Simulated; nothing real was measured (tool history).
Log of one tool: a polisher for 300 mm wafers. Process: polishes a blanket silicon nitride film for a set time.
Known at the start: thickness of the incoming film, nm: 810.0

run	hour	flow of slurry (ml/min)	pressure of the wafer on the pad (kPa)	speed of the pad under the wafer (m/s)	polishing time (s)	film removed (Å)
1	0.0	215	28.3	1.02	88	2186.9
2	8.2	260	28.3	1.02	88	2236.7
3	10.9	225	28.3	1.02	88	2148.1
4	17.4	265	28.3	1.02	88	2223.1
5	26.3	260	25.5	1.02	88	2050.8
6	34.7	250	23.4	1.02	88	1893.8
7	39.3	240	22.1	1.02	88	1797.0

The next listed run, before its measurement:
8	45.6	230	20.7	1.02	88	?

Run 8 gave film removed (Å) 1705.4.

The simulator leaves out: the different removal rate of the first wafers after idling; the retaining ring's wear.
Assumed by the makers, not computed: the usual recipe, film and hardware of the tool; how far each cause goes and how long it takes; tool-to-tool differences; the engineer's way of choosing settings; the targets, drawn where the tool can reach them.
